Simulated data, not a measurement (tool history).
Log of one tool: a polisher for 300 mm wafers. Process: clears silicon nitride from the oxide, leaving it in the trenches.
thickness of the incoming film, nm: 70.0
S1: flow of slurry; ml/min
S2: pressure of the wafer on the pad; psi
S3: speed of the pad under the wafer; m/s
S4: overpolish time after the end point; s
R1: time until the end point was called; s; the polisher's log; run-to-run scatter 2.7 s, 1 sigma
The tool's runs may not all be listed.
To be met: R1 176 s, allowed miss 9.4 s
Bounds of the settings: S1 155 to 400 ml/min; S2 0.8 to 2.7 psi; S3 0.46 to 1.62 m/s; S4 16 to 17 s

run 1 hour=0 | S1=255 S2=1.7 S3=1.04 S4=16 | R1=139.15
run 2 hour=0.6 | S1=255 S2=1.6 S3=1.04 S4=16 | R1=142.52
run 3 hour=7.9 | S1=255 S2=1.5 S3=1.04 S4=16 | R1=155.14
run 4 hour=15.8 | S1=255 S2=1.5 S3=1.04 S4=16 | R1=155
run 5 hour=22 | S1=255 S2=1.5 S3=1.3 S4=16 | R1=122.6
run 6 hour=27.5 | S1=255 S2=1.4 S3=1.3 S4=16 | R1=129.84
run 7 hour=33.2 | S1=255 S2=1.3 S3=1.3 S4=16 | R1=141.75
run 8 hour=41.6 | S1=255 S2=1.1 S3=1.3 S4=16 | R1=165.48

Which of these 5 next moves meets every target?
run A hour=50 | S1=195 S2=1 S3=1.4 S4=17 | R1=?
run B hour=50 | S1=310 S2=1 S3=1.46 S4=16 | R1=?
run C hour=50 | S1=225 S2=1.3 S3=1.2 S4=16 | R1=?
run D hour=50 | S1=245 S2=1.2 S3=1.28 S4=17 | R1=?
run E hour=50 | S1=285 S2=1.3 S3=1.24 S4=16 | R1=?

move=A R1=176.99
move=B R1=160.56
move=C R1=157.47
move=D R1=157.78
move=E R1=148.38
A: meets every target
B: lands further from the targets than the last run did
C: lands further from the targets than the last run did
D: lands further from the targets than the last run did
E: lands further from the targets than the last run did
A meets every target.
